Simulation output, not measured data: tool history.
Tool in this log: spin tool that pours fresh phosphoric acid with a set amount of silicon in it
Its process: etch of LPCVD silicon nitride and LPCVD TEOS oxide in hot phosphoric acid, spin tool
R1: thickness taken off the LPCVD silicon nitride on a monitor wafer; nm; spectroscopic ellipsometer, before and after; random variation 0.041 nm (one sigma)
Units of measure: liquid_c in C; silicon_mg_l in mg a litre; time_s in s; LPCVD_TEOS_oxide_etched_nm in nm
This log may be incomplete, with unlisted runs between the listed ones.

Run 1, hour 0.0: liquid_c 163.0 C, silicon_mg_l 21.0 mg a litre, time_s 90 s. Result: R1 8.7561 nm, LPCVD_TEOS_oxide_etched_nm 0.327660 nm.
Run 2, hour 7.6: liquid_c 163.0 C, silicon_mg_l 14.0 mg a litre, time_s 90 s. Result: R1 8.8040 nm, LPCVD_TEOS_oxide_etched_nm 0.421640 nm.
Run 3, hour 9.6: liquid_c 162.0 C, silicon_mg_l 14.0 mg a litre, time_s 90 s. Result: R1 8.4937 nm, LPCVD_TEOS_oxide_etched_nm 0.415980 nm.
Run 4, hour 12.2: liquid_c 162.0 C, silicon_mg_l 9.5 mg a litre, time_s 90 s. Result: R1 8.4294 nm, LPCVD_TEOS_oxide_etched_nm 0.415830 nm.
Run 5, hour 20.1: liquid_c 160.5 C, silicon_mg_l 22.5 mg a litre, time_s 85 s. Result: R1 7.5896 nm, LPCVD_TEOS_oxide_etched_nm 0.284680 nm.
At hour 25.1: dissolved silicon flow meter replaced.
Run 6, hour 25.1: liquid_c 162.0 C, silicon_mg_l 22.5 mg a litre, time_s 85 s. Result: R1 8.0513 nm, LPCVD_TEOS_oxide_etched_nm 0.279900 nm.
Run 7, hour 31.3: liquid_c 161.0 C, silicon_mg_l 30.5 mg a litre, time_s 80 s. Result: R1 7.2462 nm, LPCVD_TEOS_oxide_etched_nm 0.183320 nm.

Run 8 has not been measured yet. What should we expect?
Run 8, hour 34.1: liquid_c 158.5 C, silicon_mg_l 43.0 mg a litre, time_s 80 s. Result: R1 ?, LPCVD_TEOS_oxide_etched_nm ?.

R1: 6.6974 nm
LPCVD_TEOS_oxide_etched_nm: 0.068919 nm

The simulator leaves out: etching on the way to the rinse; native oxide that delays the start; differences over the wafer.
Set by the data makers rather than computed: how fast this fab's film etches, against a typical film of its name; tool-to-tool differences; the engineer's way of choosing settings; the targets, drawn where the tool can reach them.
